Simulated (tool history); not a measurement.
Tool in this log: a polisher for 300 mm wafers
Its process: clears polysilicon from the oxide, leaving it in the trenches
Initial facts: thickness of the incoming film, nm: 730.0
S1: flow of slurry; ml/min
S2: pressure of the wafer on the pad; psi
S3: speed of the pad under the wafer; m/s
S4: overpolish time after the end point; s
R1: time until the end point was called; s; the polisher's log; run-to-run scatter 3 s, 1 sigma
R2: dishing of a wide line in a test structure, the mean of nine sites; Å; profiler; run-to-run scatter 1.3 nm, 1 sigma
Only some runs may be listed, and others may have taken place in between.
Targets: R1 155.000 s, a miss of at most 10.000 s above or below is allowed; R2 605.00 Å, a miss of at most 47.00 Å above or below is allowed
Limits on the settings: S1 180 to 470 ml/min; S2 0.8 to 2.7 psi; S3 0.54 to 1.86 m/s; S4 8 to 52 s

run	hour	S1	S2	S3	S4	R1	R2
1	0.0	300	1.7	1.18	26	69.078	660.99
2	1.5	300	1.7	1.00	26	80.780	622.92
3	4.9	300	1.7	1.00	20	78.476	616.99
4	10.7	300	1.6	0.98	23	83.535	632.24
5	15.4	300	1.6	0.82	23	96.831	600.21
6	20.6	300	1.6	1.04	23	81.103	607.73
7	24.7	300	1.5	0.98	27	89.292	617.75
8	32.6	295	1.4	0.94	31	102.420	613.15
9	38.3	295	1.3	0.94	33	107.520	643.17
10	46.2	290	0.8	0.78	20	194.060	431.03
11	49.5	290	0.8	0.76	24	196.280	462.99
12	58.5	290	0.8	0.76	26	199.370	481.52

Of the 5 settings listed for the next run, only one would bring every result within its allowed miss of target. Which one?
A	67.5	320	0.9	0.88	24	?	?
B	67.5	290	1.5	0.58	20	?	?
C	67.5	355	0.8	0.90	24	?	?
D	67.5	310	1.1	0.70	39	?	?
E	67.5	240	1.2	0.80	35	?	?

move	R1	R2
A	153.170	523.30
B	125.910	526.28
C	166.860	504.04
D	149.000	615.38
E	128.640	620.30
A: corrects the largest miss of the last run, while another result sits out of spec
B: carries the result that was furthest off beyond its target, to the other side
C: gains on the last run, yet a result remains outside its allowed miss
D: all results land within tolerance of their targets
E: carries the result that was furthest off beyond its target, to the other side
The move that meets every target is D.

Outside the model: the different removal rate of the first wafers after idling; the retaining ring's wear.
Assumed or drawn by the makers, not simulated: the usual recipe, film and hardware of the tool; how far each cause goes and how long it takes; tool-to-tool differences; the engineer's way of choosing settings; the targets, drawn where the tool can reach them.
